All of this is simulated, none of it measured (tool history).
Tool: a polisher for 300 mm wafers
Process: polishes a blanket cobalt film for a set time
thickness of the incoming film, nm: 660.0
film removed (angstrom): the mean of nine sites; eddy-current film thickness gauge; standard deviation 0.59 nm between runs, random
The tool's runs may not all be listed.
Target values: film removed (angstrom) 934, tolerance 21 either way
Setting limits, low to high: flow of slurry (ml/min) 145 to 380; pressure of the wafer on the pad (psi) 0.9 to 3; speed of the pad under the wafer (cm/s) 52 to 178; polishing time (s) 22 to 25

run    day  flow of slurry (ml/min)  pressure of the wafer on the pad (psi)  speed of the pad under the wafer (cm/s)  polishing time (s)  film removed (angstrom)
  1      0                      245                                     1.9                                      114                  25                   1179.6
  2  0.067                      215                                     1.9                                      114                  25                   1165.7
  3  0.204                      215                                     2.3                                      114                  25                   1377.9
  4  0.446                      215                                     2.3                                      128                  25                   1518.3
  5  0.488                      170                                     2.3                                      128                  25                   1501.5
  6  0.842                      170                                     2.7                                      128                  25                   1690.6
  7  1.004                      170                                     2.5                                      128                  25                     1594
  8  1.079                      170                                     2.3                                      128                  25                   1492.8
  9  1.342                      170                                     2.2                                      128                  25                   1431.8
 10  1.529                      170                                     2.1                                      128                  25                   1371.1
 11  1.554                      170                                       2                                      128                  25                     1322
 12  1.846                      165                                     1.4                                      128                  25                   991.47

Pick the move, out of 5, that brings all results within their allowed miss; only one does.
  A  2.138                      150                                     1.4                                      132                  24                        ?
  B  2.138                      150                                     1.6                                      124                  25                        ?
  C  2.138                      145                                     1.6                                      130                  24                        ?
  D  2.138                      145                                     1.4                                      132                  23                        ?
  E  2.138                      185                                     1.6                                      120                  23                        ?

move  film removed (angstrom)
   A                   967.87
   B                   1057.6
   C                   1055.8
   D                   924.17
   E                   965.24
A: better than the last run, though not everything is in spec
B: its largest miss is bigger than the last run's
C: its largest miss is bigger than the last run's
D: each result inside its tolerance
E: better than the last run, though not everything is in spec
So the answer is move D, the one that meets all the targets.
